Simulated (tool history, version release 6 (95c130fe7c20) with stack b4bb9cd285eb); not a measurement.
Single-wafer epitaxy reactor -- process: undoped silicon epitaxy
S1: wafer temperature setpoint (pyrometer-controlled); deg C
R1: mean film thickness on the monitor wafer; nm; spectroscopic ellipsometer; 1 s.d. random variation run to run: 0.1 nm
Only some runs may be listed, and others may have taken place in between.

{"run": 1, "hour": 0.0, "S1": 650, "deposition time (s)": 363, "R1": 65.584}
{"run": 2, "hour": 5.3, "S1": 646, "deposition time (s)": 363, "R1": 60.447}
{"run": 3, "hour": 8.0, "S1": 642, "deposition time (s)": 363, "R1": 55.989}
{"run": 4, "hour": 12.5, "S1": 639, "deposition time (s)": 363, "R1": 52.815}
{"run": 5, "hour": 18.0, "S1": 636, "deposition time (s)": 363, "R1": 49.748}
{"run": 6, "hour": 23.6, "S1": 642, "deposition time (s)": 363, "R1": 56.144}
{"run": 7, "hour": 26.1, "S1": 630, "deposition time (s)": 361, "R1": 44.16}

What will run 8 give?
{"run": 8, "hour": 28.2, "S1": 629, "deposition time (s)": 361, "R1": "?"}

R1: 43.106 nm

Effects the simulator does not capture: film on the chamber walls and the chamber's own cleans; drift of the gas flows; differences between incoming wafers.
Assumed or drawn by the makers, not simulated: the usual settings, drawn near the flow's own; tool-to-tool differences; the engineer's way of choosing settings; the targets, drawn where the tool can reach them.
